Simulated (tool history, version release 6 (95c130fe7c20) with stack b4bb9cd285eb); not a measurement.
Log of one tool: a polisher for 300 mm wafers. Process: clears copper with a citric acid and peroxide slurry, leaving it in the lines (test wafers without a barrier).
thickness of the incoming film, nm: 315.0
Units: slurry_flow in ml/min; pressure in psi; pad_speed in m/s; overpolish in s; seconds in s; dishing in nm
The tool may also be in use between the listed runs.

{"run": 1, "hour": 0.0, "slurry_flow": 205, "pressure": 2.8, "pad_speed": 1.1, "slurry_solids": 1.0, "overpolish": 14, "seconds": 121.97, "dishing": 26.775}
{"run": 2, "hour": 7.7, "slurry_flow": 205, "pressure": 2.7, "pad_speed": 1.1, "slurry_solids": 1.0, "overpolish": 15, "seconds": 130.91, "dishing": 27.032}
{"run": 3, "hour": 9.4, "slurry_flow": 205, "pressure": 2.7, "pad_speed": 1.1, "slurry_solids": 1.0, "overpolish": 16, "seconds": 127.56, "dishing": 29.631}
{"run": 4, "hour": 16.8, "slurry_flow": 205, "pressure": 2.2, "pad_speed": 1.1, "slurry_solids": 1.0, "overpolish": 16, "seconds": 154.22, "dishing": 24.442}
{"run": 5, "hour": 19.0, "slurry_flow": 205, "pressure": 2.2, "pad_speed": 1.1, "slurry_solids": 1.0, "overpolish": 17, "seconds": 156.43, "dishing": 25.863}
{"run": 6, "hour": 26.6, "slurry_flow": 235, "pressure": 2.2, "pad_speed": 1.1, "slurry_solids": 1.0, "overpolish": 17, "seconds": 156.22, "dishing": 26.018}
{"run": 7, "hour": 32.0, "slurry_flow": 235, "pressure": 2.2, "pad_speed": 1.1, "slurry_solids": 1.0, "overpolish": 18, "seconds": 152.36, "dishing": 27.217}

Run 8 comes next. What will it give?
{"run": 8, "hour": 33.3, "slurry_flow": 230, "pressure": 2.2, "pad_speed": 1.1, "slurry_solids": 1.0, "overpolish": 19, "seconds": "?", "dishing": "?"}

{"run 8": {"seconds": 152.79, "dishing": 28.155}}
